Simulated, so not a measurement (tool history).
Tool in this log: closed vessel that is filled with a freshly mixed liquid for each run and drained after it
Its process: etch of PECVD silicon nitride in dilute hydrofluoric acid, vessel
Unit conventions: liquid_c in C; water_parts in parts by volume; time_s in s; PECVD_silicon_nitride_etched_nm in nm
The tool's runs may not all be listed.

run    day  liquid_c  water_parts  time_s  PECVD_silicon_nitride_etched_nm
  1      0        25          155     150                           4.8511
  2  0.117      26.5          140     150                            5.888
  3  0.325      23.5          140     150                           4.8604
  4  0.596      21.5          140     150                            4.255
  5  0.967      21.5          140     150                             4.25
  6  1.288      23.5          125     150                           5.4244
  7  1.438        25          115     150                           6.5325
  8  1.746      26.5          110     150                           7.4824
  9  1.992      27.5          105     150                           8.3791

Run 10 comes next. What will it give?
 10  2.129      28.5          100     150                                ?

PECVD_silicon_nitride_etched_nm: 9.3378 nm
